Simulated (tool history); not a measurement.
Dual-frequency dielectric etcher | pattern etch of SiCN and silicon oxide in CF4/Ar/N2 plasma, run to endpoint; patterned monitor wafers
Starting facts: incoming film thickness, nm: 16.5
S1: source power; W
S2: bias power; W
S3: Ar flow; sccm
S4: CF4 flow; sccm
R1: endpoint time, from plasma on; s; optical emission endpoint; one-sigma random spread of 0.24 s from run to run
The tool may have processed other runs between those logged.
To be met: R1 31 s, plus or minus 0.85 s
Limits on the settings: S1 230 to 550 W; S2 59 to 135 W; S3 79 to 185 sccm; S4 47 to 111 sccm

| run | hour | S1 | S2 | S3 | S4 | R1 |
|---|---|---|---|---|---|---|
| 1 | 0 | 390 | 97 | 132 | 79 | 21.926 |
| 2 | 8.6 | 350 | 96 | 133 | 79 | 24.59 |
| 3 | 11.4 | 330 | 95 | 133 | 79 | 26.061 |
| 4 | 17.2 | 310 | 95 | 133 | 79 | 27.788 |
|  | 25 | Ar flow controller replaced |
| 5 | 25 | 310 | 95 | 143 | 79 | 27.593 |
| 6 | 28.1 | 300 | 95 | 143 | 79 | 28.875 |
| 7 | 35.1 | 300 | 95 | 143 | 79 | 28.718 |
| 8 | 40.5 | 290 | 95 | 143 | 79 | 29.84 |

Which of these 5 next moves meets every target?
| A | 45.9 | 250 | 113 | 160 | 82 | ? |
| B | 45.9 | 280 | 96 | 169 | 60 | ? |
| C | 45.9 | 320 | 86 | 145 | 86 | ? |
| D | 45.9 | 320 | 60 | 120 | 77 | ? |
| E | 45.9 | 290 | 99 | 132 | 76 | ? |

| move | R1 |
|---|---|
| A | 33.169 |
| B | 32.636 |
| C | 27.8 |
| D | 31.23 |
| E | 29.181 |
A: takes the biggest miss from the last run beyond its target
B: takes the biggest miss from the last run beyond its target
C: its largest miss is bigger than the last run's
D: every result within its allowed miss
E: its largest miss is bigger than the last run's
The move that meets every target is D.

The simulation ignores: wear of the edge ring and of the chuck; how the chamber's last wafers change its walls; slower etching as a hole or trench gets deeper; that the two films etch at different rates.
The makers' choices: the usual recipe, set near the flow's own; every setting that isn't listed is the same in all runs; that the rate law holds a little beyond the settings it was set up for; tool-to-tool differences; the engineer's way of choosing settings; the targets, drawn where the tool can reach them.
